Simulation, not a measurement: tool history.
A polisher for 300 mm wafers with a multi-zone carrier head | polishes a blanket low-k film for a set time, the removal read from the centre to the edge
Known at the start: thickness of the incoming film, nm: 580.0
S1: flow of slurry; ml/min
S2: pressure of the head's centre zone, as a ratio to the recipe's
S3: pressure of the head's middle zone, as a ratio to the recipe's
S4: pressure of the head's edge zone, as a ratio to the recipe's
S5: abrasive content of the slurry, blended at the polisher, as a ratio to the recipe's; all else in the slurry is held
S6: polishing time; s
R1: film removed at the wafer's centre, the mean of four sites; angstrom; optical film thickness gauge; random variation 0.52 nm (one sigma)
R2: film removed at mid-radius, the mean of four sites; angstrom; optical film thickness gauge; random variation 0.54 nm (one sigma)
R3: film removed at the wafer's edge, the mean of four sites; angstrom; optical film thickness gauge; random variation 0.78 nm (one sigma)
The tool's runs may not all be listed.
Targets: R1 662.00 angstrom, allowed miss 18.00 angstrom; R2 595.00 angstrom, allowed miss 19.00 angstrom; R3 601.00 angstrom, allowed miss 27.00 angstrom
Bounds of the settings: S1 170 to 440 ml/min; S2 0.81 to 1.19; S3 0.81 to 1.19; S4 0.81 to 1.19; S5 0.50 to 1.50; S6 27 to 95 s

Run 1, hour 0.0: S1 280 ml/min, S2 1.00, S3 1.00, S4 1.00, S5 1.00, S6 61 s. Result: R1 374.56 angstrom, R2 369.05 angstrom, R3 385.33 angstrom.
Run 2, hour 5.0: S1 280 ml/min, S2 1.00, S3 1.00, S4 1.00, S5 0.80, S6 61 s. Result: R1 334.30 angstrom, R2 334.20 angstrom, R3 341.06 angstrom.
Run 3, hour 7.7: S1 280 ml/min, S2 1.00, S3 0.93, S4 1.00, S5 0.80, S6 61 s. Result: R1 335.27 angstrom, R2 312.16 angstrom, R3 339.98 angstrom.
Run 4, hour 9.0: S1 295 ml/min, S2 1.04, S3 0.98, S4 1.02, S5 1.00, S6 62 s. Result: R1 400.57 angstrom, R2 369.85 angstrom, R3 394.05 angstrom.
Run 5, hour 11.3: S1 330 ml/min, S2 1.04, S3 0.98, S4 1.02, S5 1.00, S6 62 s. Result: R1 409.83 angstrom, R2 369.07 angstrom, R3 404.78 angstrom.
Run 6, hour 13.9: S1 335 ml/min, S2 1.07, S3 1.02, S4 1.03, S5 1.15, S6 63 s. Result: R1 449.19 angstrom, R2 424.57 angstrom, R3 431.03 angstrom.
Run 7, hour 20.1: S1 345 ml/min, S2 1.09, S3 1.03, S4 1.05, S5 1.25, S6 65 s. Result: R1 498.10 angstrom, R2 448.81 angstrom, R3 458.26 angstrom.
Run 8, hour 25.6: S1 320 ml/min, S2 1.09, S3 1.09, S4 1.11, S5 1.50, S6 79 s. Result: R1 628.50 angstrom, R2 616.99 angstrom, R3 631.68 angstrom.
At hour 28.4: slurry nozzle cleaned.
Run 9, hour 28.4: S1 325 ml/min, S2 1.10, S3 1.08, S4 1.10, S5 1.50, S6 79 s. Result: R1 669.49 angstrom, R2 640.36 angstrom, R3 636.24 angstrom.
Run 10, hour 32.7: S1 320 ml/min, S2 1.11, S3 1.07, S4 1.10, S5 1.45, S6 79 s. Result: R1 672.17 angstrom, R2 634.82 angstrom, R3 621.48 angstrom.

Which of these 5 next moves meets every target?
Run A, hour 37.0: S1 250 ml/min, S2 1.06, S3 1.14, S4 1.02, S5 1.30, S6 90 s. Result: R1 ?, R2 ?, R3 ?.
Run B, hour 37.0: S1 350 ml/min, S2 1.08, S3 1.13, S4 1.09, S5 1.45, S6 81 s. Result: R1 ?, R2 ?, R3 ?.
Run C, hour 37.0: S1 355 ml/min, S2 1.16, S3 1.08, S4 1.13, S5 1.35, S6 75 s. Result: R1 ?, R2 ?, R3 ?.
Run D, hour 37.0: S1 290 ml/min, S2 1.12, S3 1.02, S4 1.18, S5 1.30, S6 83 s. Result: R1 ?, R2 ?, R3 ?.
Run E, hour 37.0: S1 335 ml/min, S2 1.07, S3 1.09, S4 1.04, S5 1.30, S6 85 s. Result: R1 ?, R2 ?, R3 ?.

move      R1      R2      R3
   A  696.89  714.14  671.26
   B  687.78  684.19  665.37
   C  666.88  593.71  611.86
   D  689.13  606.82  674.41
   E  683.35  665.80  653.15
A: further off than the last run
B: further off than the last run
C: meets every target
D: brings the result that was furthest off to its target, and leaves another outside
E: further off than the last run
Move C is the one to make.
